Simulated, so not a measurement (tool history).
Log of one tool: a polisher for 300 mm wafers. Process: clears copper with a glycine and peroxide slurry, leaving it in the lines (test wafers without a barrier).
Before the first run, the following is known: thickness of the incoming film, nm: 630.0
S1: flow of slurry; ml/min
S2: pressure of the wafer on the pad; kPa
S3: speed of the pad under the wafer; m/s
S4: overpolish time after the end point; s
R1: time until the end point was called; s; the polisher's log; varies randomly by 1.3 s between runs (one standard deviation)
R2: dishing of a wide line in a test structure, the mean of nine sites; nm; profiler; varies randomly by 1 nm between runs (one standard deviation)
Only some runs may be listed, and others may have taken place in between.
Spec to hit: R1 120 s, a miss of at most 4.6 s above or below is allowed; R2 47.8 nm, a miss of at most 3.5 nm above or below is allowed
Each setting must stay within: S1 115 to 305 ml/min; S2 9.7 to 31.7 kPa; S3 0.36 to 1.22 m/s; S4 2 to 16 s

run  hour   S1    S2    S3  S4      R1      R2
  1     0  195  20.7  0.78   8  124.09  28.292
  2   2.5  195  20.7  0.78   9   122.7  31.599
  3   4.4  195  17.9  0.78   9  138.22  28.913
  4   9.1  195  18.6  0.78  10  133.97  33.345
  5  15.1  195  19.3  0.78  11  128.93   36.08
  6  18.6  195  19.3   0.7  11  140.67  33.777
  7  19.7  195    20   0.7  12  135.05  38.648
  8  23.7  195  20.7   0.7  12  133.04  38.916
  9  29.2  195  21.4   0.7  12  132.97   39.59
 10  32.4  200  22.1   0.7  12  128.28  38.606
     35.7  -- head pressure recalibrated
 11  35.7  200  23.4  0.72  14  127.35   46.78

Consider the 4 candidate settings below. Which is the only one whose results all fall within their allowed miss of target?
  A    39  215  21.4   0.7  12   ?   ?
  B    39  135  26.2  0.74  14   ?   ?
  C    39  210  24.8  0.82  10   ?   ?
  D    39  210  24.8  0.82  13   ?   ?

move      R1      R2
   A  138.35  37.007
   B  122.98  46.825
   C  108.97    38.8
   D  108.97  48.542
A: lands further from the targets than the last run did
B: all results in spec
C: takes the biggest miss from the last run beyond its target
D: takes the biggest miss from the last run beyond its target
B meets every target.

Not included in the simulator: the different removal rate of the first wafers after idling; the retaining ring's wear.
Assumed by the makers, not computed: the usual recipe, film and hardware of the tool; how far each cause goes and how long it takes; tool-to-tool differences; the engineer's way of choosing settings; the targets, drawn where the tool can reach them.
